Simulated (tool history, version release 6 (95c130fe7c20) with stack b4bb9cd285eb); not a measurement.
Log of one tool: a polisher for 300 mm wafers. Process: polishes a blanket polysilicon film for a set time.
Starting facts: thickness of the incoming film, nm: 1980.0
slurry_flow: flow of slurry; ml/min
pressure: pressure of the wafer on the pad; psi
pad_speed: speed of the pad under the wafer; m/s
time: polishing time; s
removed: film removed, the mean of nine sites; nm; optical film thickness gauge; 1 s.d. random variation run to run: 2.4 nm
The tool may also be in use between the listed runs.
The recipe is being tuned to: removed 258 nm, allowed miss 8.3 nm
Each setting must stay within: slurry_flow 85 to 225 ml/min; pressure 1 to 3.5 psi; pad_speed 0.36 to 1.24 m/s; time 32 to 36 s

{"run": 1, "hour": 0.0, "slurry_flow": 145, "pressure": 2.2, "pad_speed": 0.8, "time": 36, "removed": 183.33}
{"run": 2, "hour": 4.6, "slurry_flow": 145, "pressure": 2.2, "pad_speed": 0.8, "time": 36, "removed": 181.64}
{"run": 3, "hour": 11.4, "slurry_flow": 145, "pressure": 1.8, "pad_speed": 0.8, "time": 36, "removed": 149.15}
{"run": 4, "hour": 18.9, "slurry_flow": 150, "pressure": 1.9, "pad_speed": 0.8, "time": 36, "removed": 161.05}
{"run": 5, "hour": 24.0, "slurry_flow": 155, "pressure": 2, "pad_speed": 0.8, "time": 36, "removed": 169.15}
{"run": 6, "hour": 31.3, "slurry_flow": 140, "pressure": 2, "pad_speed": 0.8, "time": 36, "removed": 166.19}
{"run": 7, "hour": 32.1, "slurry_flow": 140, "pressure": 2.1, "pad_speed": 0.8, "time": 36, "removed": 173.16}
{"run": 8, "hour": 37.3, "slurry_flow": 145, "pressure": 2.2, "pad_speed": 0.8, "time": 36, "removed": 180.65}
{"run": 9, "hour": 45.7, "slurry_flow": 150, "pressure": 2.3, "pad_speed": 0.8, "time": 36, "removed": 192.58}
{"hour": 47.7, "done": "slurry nozzle cleaned"}
{"run": 10, "hour": 47.7, "slurry_flow": 155, "pressure": 2.4, "pad_speed": 0.8, "time": 36, "removed": 209.29}
{"run": 11, "hour": 55.5, "slurry_flow": 160, "pressure": 2.4, "pad_speed": 0.8, "time": 36, "removed": 206.62}

Which one of the following 4 next-run settings gets every result inside its allowed miss? There is exactly one.
{"run": "A", "hour": 63.3, "slurry_flow": 160, "pressure": 2.7, "pad_speed": 0.82, "time": 35, "removed": "?"}
{"run": "B", "hour": 63.3, "slurry_flow": 195, "pressure": 2.1, "pad_speed": 0.74, "time": 35, "removed": "?"}
{"run": "C", "hour": 63.3, "slurry_flow": 130, "pressure": 2.9, "pad_speed": 0.84, "time": 36, "removed": "?"}
{"run": "D", "hour": 63.3, "slurry_flow": 155, "pressure": 2.8, "pad_speed": 0.8, "time": 35, "removed": "?"}

move=A removed=236.3
move=B removed=171.83
move=C removed=258.98
move=D removed=238.01
A: better than the last run, though not everything is in spec
B: moves away from the targets compared with the last run
C: meets every target
D: better than the last run, though not everything is in spec
Move C is the one to make.
